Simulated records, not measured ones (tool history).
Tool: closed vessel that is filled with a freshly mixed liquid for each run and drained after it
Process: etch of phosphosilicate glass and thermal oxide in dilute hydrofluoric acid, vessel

| run | hour | temperature setpoint of the liquid (°C) | parts of water to one part of 49 % hydrofluoric acid (parts by volume) | time in the liquid (s) | thickness taken off the phosphosilicate glass on a monitor wafer (Å) | thickness taken off the thermal oxide on a monitor wafer (Å) |
|---|---|---|---|---|---|---|
| 1 | 0 | 22 | 225 | 60 | 342.04 | 10.522 |
| 2 | 6.4 | 22 | 280 | 60 | 263.1 | 7.7321 |
| 3 | 7.6 | 24 | 280 | 60 | 283.53 | 8.4866 |
| 4 | 11.7 | 25.5 | 280 | 60 | 297.89 | 8.7508 |
| 5 | 17 | 23 | 280 | 60 | 271.26 | 7.7054 |
| 6 | 18 | 23 | 230 | 60 | 344.74 | 10.195 |

Run 7, settings as shown, results not yet in. Your forecast:
| 7 | 23.6 | 21 | 250 | 60 | ? | ? |

thickness taken off the phosphosilicate glass on a monitor wafer (Å): 288.01
thickness taken off the thermal oxide on a monitor wafer (Å): 8.6947

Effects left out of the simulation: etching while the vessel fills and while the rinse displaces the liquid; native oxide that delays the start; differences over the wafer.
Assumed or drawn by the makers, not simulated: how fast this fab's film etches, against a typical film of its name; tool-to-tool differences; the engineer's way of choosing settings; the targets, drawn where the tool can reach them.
